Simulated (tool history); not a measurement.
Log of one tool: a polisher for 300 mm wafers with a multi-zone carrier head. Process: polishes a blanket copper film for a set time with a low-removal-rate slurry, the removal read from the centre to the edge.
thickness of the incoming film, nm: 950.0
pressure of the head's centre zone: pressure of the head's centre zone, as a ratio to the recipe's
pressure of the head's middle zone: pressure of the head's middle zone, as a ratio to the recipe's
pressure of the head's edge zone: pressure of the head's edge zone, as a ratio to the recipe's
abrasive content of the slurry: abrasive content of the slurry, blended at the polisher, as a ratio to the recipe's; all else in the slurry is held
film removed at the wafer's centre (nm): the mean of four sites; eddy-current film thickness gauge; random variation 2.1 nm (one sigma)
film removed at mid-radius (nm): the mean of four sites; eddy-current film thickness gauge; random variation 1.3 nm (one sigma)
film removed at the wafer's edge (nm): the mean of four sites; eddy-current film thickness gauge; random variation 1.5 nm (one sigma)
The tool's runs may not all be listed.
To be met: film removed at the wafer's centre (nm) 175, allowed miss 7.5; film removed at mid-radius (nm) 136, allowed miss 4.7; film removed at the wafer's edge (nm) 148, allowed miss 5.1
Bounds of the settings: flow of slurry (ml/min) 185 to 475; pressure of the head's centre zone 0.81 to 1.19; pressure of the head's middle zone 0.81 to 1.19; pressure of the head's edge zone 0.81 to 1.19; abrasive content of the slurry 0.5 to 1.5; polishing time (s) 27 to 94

| run | day | flow of slurry (ml/min) | pressure of the head's centre zone | pressure of the head's middle zone | pressure of the head's edge zone | abrasive content of the slurry | polishing time (s) | film removed at the wafer's centre (nm) | film removed at mid-radius (nm) | film removed at the wafer's edge (nm) |
|---|---|---|---|---|---|---|---|---|---|---|
| 1 | 0 | 305 | 1 | 1 | 1 | 1 | 60 | 101.37 | 97.512 | 94.08 |
| 2 | 0.083 | 310 | 1.04 | 0.99 | 1.03 | 1.15 | 64 | 112.13 | 103.37 | 107.87 |
| 3 | 0.217 | 320 | 1.08 | 0.99 | 1.01 | 1.2 | 68 | 127.9 | 113.82 | 112.13 |
| 4 | 0.588 | 325 | 1.11 | 0.98 | 1.03 | 1.25 | 71 | 136.89 | 119.05 | 119.96 |
| 5 | 0.667 | 325 | 1.11 | 0.98 | 0.96 | 1.25 | 71 | 133.73 | 117.48 | 117.28 |
| 6 | 0.975 | 325 | 1.11 | 0.98 | 0.93 | 1.25 | 71 | 135.18 | 120 | 116.2 |
| 7 | 1.35 | 325 | 1.13 | 0.97 | 0.96 | 1.3 | 73 | 142.52 | 120.19 | 117.95 |
| 8 | 1.488 | 335 | 1.13 | 0.96 | 1.01 | 1.35 | 75 | 146.52 | 124.94 | 126.51 |
| 9 | 1.575 | 330 | 1.14 | 0.95 | 1.03 | 1.35 | 77 | 154.86 | 128.56 | 133.92 |
| 10 | 1.917 | 330 | 1.15 | 0.94 | 1.04 | 1.35 | 78 | 157.58 | 129.72 | 136.18 |
| 11 | 2.212 | 330 | 1.16 | 0.93 | 1.05 | 1.4 | 79 | 163.96 | 131.1 | 136.81 |
| 12 | 2.454 | 330 | 1.16 | 0.93 | 1.08 | 1.4 | 79 | 164.69 | 128.12 | 141.72 |

5 next moves are on the table. One of them brings every result within its allowed miss. Which?
| A | 2.696 | 460 | 1.15 | 0.89 | 1.01 | 1.25 | 85 | ? | ? | ? |
| B | 2.696 | 330 | 1.19 | 0.81 | 1.19 | 1.45 | 78 | ? | ? | ? |
| C | 2.696 | 320 | 1.09 | 0.96 | 1.13 | 1.4 | 81 | ? | ? | ? |
| D | 2.696 | 325 | 1.06 | 1 | 1.04 | 1.4 | 85 | ? | ? | ? |
| E | 2.696 | 350 | 1.01 | 0.9 | 1.12 | 1.5 | 89 | ? | ? | ? |

| move | film removed at the wafer's centre (nm) | film removed at mid-radius (nm) | film removed at the wafer's edge (nm) |
|---|---|---|---|
| A | 174.69 | 134.05 | 145.71 |
| B | 165.46 | 113.91 | 145.59 |
| C | 156.14 | 134.91 | 145.85 |
| D | 159.7 | 146.79 | 147.33 |
| E | 162.63 | 143.58 | 162.86 |
A: meets every target
B: further off than the last run
C: brings the result that was furthest off to its target, and leaves another outside
D: takes the result that was furthest off past its target
E: takes the result that was furthest off past its target
Answer: A
